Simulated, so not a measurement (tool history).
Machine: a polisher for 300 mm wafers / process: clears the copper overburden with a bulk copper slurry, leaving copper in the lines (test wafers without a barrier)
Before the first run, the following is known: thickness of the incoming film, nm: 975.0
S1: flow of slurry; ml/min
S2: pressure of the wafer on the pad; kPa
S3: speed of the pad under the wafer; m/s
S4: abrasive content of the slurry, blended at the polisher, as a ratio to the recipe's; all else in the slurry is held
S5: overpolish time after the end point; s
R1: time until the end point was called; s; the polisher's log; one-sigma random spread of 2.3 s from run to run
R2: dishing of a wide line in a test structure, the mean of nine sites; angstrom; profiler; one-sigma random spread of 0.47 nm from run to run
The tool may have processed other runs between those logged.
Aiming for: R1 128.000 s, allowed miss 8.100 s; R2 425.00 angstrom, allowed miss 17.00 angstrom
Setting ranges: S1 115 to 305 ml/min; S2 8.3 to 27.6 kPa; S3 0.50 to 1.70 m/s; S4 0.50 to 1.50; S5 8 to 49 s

{"run": 1, "hour": 0.0, "S1": 195, "S2": 17.9, "S3": 1.1, "S4": 1.0, "S5": 25, "R1": 110.36, "R2": 1059.3}
{"run": 2, "hour": 8.1, "S1": 160, "S2": 17.9, "S3": 1.1, "S4": 1.0, "S5": 25, "R1": 114.18, "R2": 1054.1}
{"run": 3, "hour": 10.8, "S1": 160, "S2": 17.9, "S3": 1.1, "S4": 0.8, "S5": 25, "R1": 125.57, "R2": 999.14}
{"run": 4, "hour": 18.2, "S1": 160, "S2": 22.1, "S3": 1.1, "S4": 0.8, "S5": 25, "R1": 105.26, "R2": 1142.9}
{"run": 5, "hour": 25.0, "S1": 160, "S2": 26.2, "S3": 1.1, "S4": 0.8, "S5": 25, "R1": 90.756, "R2": 1276.3}
{"run": 6, "hour": 28.2, "S1": 160, "S2": 26.2, "S3": 0.9, "S4": 0.8, "S5": 25, "R1": 107.05, "R2": 1174.4}
{"run": 7, "hour": 36.0, "S1": 195, "S2": 22.1, "S3": 0.92, "S4": 0.85, "S5": 21, "R1": 117.8, "R2": 978.81}
{"run": 8, "hour": 41.5, "S1": 220, "S2": 18.6, "S3": 0.92, "S4": 0.9, "S5": 18, "R1": 135.63, "R2": 792.5}

Exactly one of the 4 candidate moves below puts every result within its allowed miss. Which one?
{"run": "A", "hour": 47.0, "S1": 265, "S2": 17.9, "S3": 1.02, "S4": 1.05, "S5": 8, "R1": "?", "R2": "?"}
{"run": "B", "hour": 47.0, "S1": 235, "S2": 19.3, "S3": 1.02, "S4": 1.0, "S5": 8, "R1": "?", "R2": "?"}
{"run": "C", "hour": 47.0, "S1": 200, "S2": 15.9, "S3": 1.04, "S4": 1.1, "S5": 8, "R1": "?", "R2": "?"}
{"run": "D", "hour": 47.0, "S1": 185, "S2": 17.9, "S3": 1.12, "S4": 0.95, "S5": 8, "R1": "?", "R2": "?"}

move=A R1=117.900 R2=461.13
move=B R1=113.510 R2=478.06
move=C R1=131.670 R2=417.27
move=D R1=116.440 R2=465.93
A: moves toward the targets from the last run without getting all of them in spec
B: moves toward the targets from the last run without getting all of them in spec
C: meets every target
D: moves toward the targets from the last run without getting all of them in spec
Move C is the one to make.
